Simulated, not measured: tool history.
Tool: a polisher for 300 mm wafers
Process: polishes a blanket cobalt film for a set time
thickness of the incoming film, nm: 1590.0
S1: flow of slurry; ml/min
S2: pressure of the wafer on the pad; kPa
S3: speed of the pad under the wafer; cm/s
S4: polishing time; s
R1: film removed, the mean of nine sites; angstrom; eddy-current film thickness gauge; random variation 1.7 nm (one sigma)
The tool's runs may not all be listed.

Run 1, hour 0: S1 300 ml/min, S2 16.5 kPa, S3 86 cm/s, S4 42 s. Result: R1 2299.9 angstrom.
Run 2, hour 4: S1 365 ml/min, S2 16.5 kPa, S3 86 cm/s, S4 42 s. Result: R1 2364.6 angstrom.
Run 3, hour 8.7: S1 365 ml/min, S2 16.5 kPa, S3 86 cm/s, S4 37 s. Result: R1 2130.7 angstrom.
Run 4, hour 15.3: S1 365 ml/min, S2 15.2 kPa, S3 86 cm/s, S4 37 s. Result: R1 1915.1 angstrom.
Run 5, hour 18.1: S1 365 ml/min, S2 15.2 kPa, S3 86 cm/s, S4 42 s. Result: R1 2182 angstrom.
Run 6, hour 25.3: S1 365 ml/min, S2 13.8 kPa, S3 86 cm/s, S4 42 s. Result: R1 1994.8 angstrom.

The next listed run, before its measurement:
Run 7, hour 27.1: S1 365 ml/min, S2 13.1 kPa, S3 86 cm/s, S4 42 s. Result: R1 ?.

R1: 1892.9 angstrom

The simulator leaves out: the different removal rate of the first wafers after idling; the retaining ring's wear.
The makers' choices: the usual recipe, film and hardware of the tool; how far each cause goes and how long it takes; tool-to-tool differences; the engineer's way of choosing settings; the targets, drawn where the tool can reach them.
